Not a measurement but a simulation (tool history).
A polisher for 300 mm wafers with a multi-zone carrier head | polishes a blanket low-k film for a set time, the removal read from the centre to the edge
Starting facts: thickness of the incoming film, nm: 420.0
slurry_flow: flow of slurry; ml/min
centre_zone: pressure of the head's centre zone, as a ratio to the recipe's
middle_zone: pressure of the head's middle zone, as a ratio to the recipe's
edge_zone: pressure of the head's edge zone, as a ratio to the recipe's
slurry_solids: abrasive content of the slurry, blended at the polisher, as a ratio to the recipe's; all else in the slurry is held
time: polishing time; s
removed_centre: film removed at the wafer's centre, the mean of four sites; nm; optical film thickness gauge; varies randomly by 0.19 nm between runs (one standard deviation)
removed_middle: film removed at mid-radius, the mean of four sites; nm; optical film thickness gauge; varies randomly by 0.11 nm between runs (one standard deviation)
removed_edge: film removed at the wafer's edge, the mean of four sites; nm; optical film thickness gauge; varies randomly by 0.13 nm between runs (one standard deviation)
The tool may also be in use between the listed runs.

{"run": 1, "hour": 0.0, "slurry_flow": 215, "centre_zone": 1.0, "middle_zone": 1.0, "edge_zone": 1.0, "slurry_solids": 1.0, "time": 49, "removed_centre": 13.143, "removed_middle": 13.03, "removed_edge": 12.702}
{"run": 2, "hour": 3.4, "slurry_flow": 215, "centre_zone": 1.0, "middle_zone": 1.04, "edge_zone": 1.0, "slurry_solids": 1.0, "time": 49, "removed_centre": 13.137, "removed_middle": 13.421, "removed_edge": 12.751}
{"run": 3, "hour": 10.9, "slurry_flow": 220, "centre_zone": 1.02, "middle_zone": 1.04, "edge_zone": 1.02, "slurry_solids": 1.05, "time": 49, "removed_centre": 13.635, "removed_middle": 13.538, "removed_edge": 13.113}
{"run": 4, "hour": 18.5, "slurry_flow": 255, "centre_zone": 1.02, "middle_zone": 1.04, "edge_zone": 1.02, "slurry_solids": 1.05, "time": 49, "removed_centre": 13.707, "removed_middle": 13.935, "removed_edge": 13.118}
{"run": 5, "hour": 26.8, "slurry_flow": 255, "centre_zone": 1.02, "middle_zone": 1.07, "edge_zone": 1.02, "slurry_solids": 1.05, "time": 49, "removed_centre": 14.062, "removed_middle": 14.446, "removed_edge": 13.33}
{"run": 6, "hour": 31.1, "slurry_flow": 250, "centre_zone": 1.04, "middle_zone": 1.07, "edge_zone": 1.04, "slurry_solids": 1.1, "time": 49, "removed_centre": 14.223, "removed_middle": 14.684, "removed_edge": 13.41}
{"run": 7, "hour": 39.1, "slurry_flow": 245, "centre_zone": 1.05, "middle_zone": 1.05, "edge_zone": 1.04, "slurry_solids": 1.15, "time": 50, "removed_centre": 15.07, "removed_middle": 14.751, "removed_edge": 14.066}
{"run": 8, "hour": 45.3, "slurry_flow": 285, "centre_zone": 1.14, "middle_zone": 1.07, "edge_zone": 1.14, "slurry_solids": 1.35, "time": 50, "removed_centre": 17.466, "removed_middle": 16.157, "removed_edge": 15.776}

Run 9 is up next; what results do you expect?
{"run": 9, "hour": 52.5, "slurry_flow": 285, "centre_zone": 1.14, "middle_zone": 1.07, "edge_zone": 1.15, "slurry_solids": 1.35, "time": 50, "removed_centre": "?", "removed_middle": "?", "removed_edge": "?"}

removed_centre: 17.589 nm
removed_middle: 16.143 nm
removed_edge: 15.726 nm

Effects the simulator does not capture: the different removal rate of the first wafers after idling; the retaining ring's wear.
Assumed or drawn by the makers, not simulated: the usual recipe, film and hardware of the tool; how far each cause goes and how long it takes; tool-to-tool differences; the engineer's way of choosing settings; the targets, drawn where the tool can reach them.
